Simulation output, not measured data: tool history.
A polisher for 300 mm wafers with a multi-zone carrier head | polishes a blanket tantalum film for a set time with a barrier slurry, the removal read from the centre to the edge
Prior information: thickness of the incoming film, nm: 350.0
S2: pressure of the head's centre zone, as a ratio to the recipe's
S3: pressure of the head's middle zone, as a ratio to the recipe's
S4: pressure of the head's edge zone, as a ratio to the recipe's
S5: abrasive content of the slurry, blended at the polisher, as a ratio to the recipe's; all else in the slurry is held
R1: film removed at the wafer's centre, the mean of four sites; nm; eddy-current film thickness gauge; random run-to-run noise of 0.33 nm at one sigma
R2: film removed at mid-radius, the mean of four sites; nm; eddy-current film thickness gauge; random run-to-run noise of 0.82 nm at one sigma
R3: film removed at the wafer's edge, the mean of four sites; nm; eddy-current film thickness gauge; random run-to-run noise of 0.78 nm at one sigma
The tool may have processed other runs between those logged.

{"run": 1, "day": 0.0, "flow of slurry (ml/min)": 270, "S2": 1, "S3": 1, "S4": 1, "S5": 1, "polishing time (s)": 40, "R1": 100.74, "R2": 102.55, "R3": 101.01}
{"run": 2, "day": 0.088, "flow of slurry (ml/min)": 265, "S2": 0.98, "S3": 1, "S4": 0.99, "S5": 0.95, "polishing time (s)": 39, "R1": 96.028, "R2": 100.34, "R3": 94.222}
{"run": 3, "day": 0.217, "flow of slurry (ml/min)": 260, "S2": 0.96, "S3": 1, "S4": 1.01, "S5": 0.9, "polishing time (s)": 38, "R1": 90.456, "R2": 94.212, "R3": 90.117}
{"run": 4, "day": 0.288, "flow of slurry (ml/min)": 255, "S2": 0.94, "S3": 1.02, "S4": 1.03, "S5": 0.9, "polishing time (s)": 37, "R1": 85.142, "R2": 92.112, "R3": 88.198}
{"run": 5, "day": 0.504, "flow of slurry (ml/min)": 255, "S2": 1.01, "S3": 1.02, "S4": 1.03, "S5": 0.9, "polishing time (s)": 37, "R1": 91.674, "R2": 94.395, "R3": 90.821}
{"run": 6, "day": 0.575, "flow of slurry (ml/min)": 220, "S2": 1.01, "S3": 1.02, "S4": 1.03, "S5": 0.9, "polishing time (s)": 37, "R1": 90.226, "R2": 89.708, "R3": 90.61}
{"run": 7, "day": 0.621, "flow of slurry (ml/min)": 220, "S2": 0.99, "S3": 1.03, "S4": 1.04, "S5": 0.85, "polishing time (s)": 36, "R1": 84.399, "R2": 89.382, "R3": 87.115}
{"run": 8, "day": 0.954, "flow of slurry (ml/min)": 215, "S2": 0.97, "S3": 1.03, "S4": 1.04, "S5": 0.8, "polishing time (s)": 35, "R1": 78.113, "R2": 82.601, "R3": 81.225}
{"run": 9, "day": 1.225, "flow of slurry (ml/min)": 210, "S2": 0.95, "S3": 1.04, "S4": 1.04, "S5": 0.75, "polishing time (s)": 35, "R1": 75.663, "R2": 82.694, "R3": 79.702}
{"run": 10, "day": 1.554, "flow of slurry (ml/min)": 205, "S2": 0.94, "S3": 1.04, "S4": 1.04, "S5": 0.7, "polishing time (s)": 35, "R1": 72.247, "R2": 80.112, "R3": 77.77}
{"run": 11, "day": 1.629, "flow of slurry (ml/min)": 205, "S2": 0.93, "S3": 1.04, "S4": 1.03, "S5": 0.7, "polishing time (s)": 35, "R1": 71.248, "R2": 79.888, "R3": 78.788}
{"run": 12, "day": 1.996, "flow of slurry (ml/min)": 205, "S2": 0.93, "S3": 1.04, "S4": 1.03, "S5": 0.7, "polishing time (s)": 35, "R1": 72.161, "R2": 79.345, "R3": 79.912}
{"run": 13, "day": 2.058, "flow of slurry (ml/min)": 220, "S2": 0.92, "S3": 1.04, "S4": 1.03, "S5": 0.7, "polishing time (s)": 34, "R1": 69.173, "R2": 80.476, "R3": 74.866}
{"run": 14, "day": 2.212, "flow of slurry (ml/min)": 220, "S2": 0.91, "S3": 1.04, "S4": 1.02, "S5": 0.7, "polishing time (s)": 34, "R1": 69.142, "R2": 80.516, "R3": 75.984}
{"run": 15, "day": 2.312, "flow of slurry (ml/min)": 225, "S2": 0.9, "S3": 1.04, "S4": 1.02, "S5": 0.7, "polishing time (s)": 34, "R1": 68.463, "R2": 80.595, "R3": 75.627}
{"run": 16, "day": 2.642, "flow of slurry (ml/min)": 225, "S2": 0.89, "S3": 1.04, "S4": 1.01, "S5": 0.7, "polishing time (s)": 34, "R1": 67.157, "R2": 80.388, "R3": 76.679}

Predict the results of run 17:
{"run": 17, "day": 2.804, "flow of slurry (ml/min)": 235, "S2": 0.88, "S3": 1.04, "S4": 1.01, "S5": 0.7, "polishing time (s)": 33, "R1": "?", "R2": "?", "R3": "?"}

Logged for run 17: R1 64.977 nm, R2 78.399 nm, R3 71.691 nm.
